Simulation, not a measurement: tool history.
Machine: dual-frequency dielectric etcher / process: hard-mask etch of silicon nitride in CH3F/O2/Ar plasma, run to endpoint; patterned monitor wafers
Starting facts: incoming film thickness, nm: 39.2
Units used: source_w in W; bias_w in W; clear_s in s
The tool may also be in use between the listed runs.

run    day  source_w  bias_w  clear_s
  1  0.000       500     101   45.658
  2  0.096       500     117   43.232
  3  0.292       500     101   45.712
  4  0.442       460     101   47.528
  5  0.575       440     100   48.100
  6  0.858       420      98   49.738
  7  0.946       410      97   50.804
  8  1.267       400      97   50.956
  9  1.483       400      97   50.864

Run 10 has not been measured yet. What should we expect?
 10  1.538       350      93        ?

clear_s: 55.010 s

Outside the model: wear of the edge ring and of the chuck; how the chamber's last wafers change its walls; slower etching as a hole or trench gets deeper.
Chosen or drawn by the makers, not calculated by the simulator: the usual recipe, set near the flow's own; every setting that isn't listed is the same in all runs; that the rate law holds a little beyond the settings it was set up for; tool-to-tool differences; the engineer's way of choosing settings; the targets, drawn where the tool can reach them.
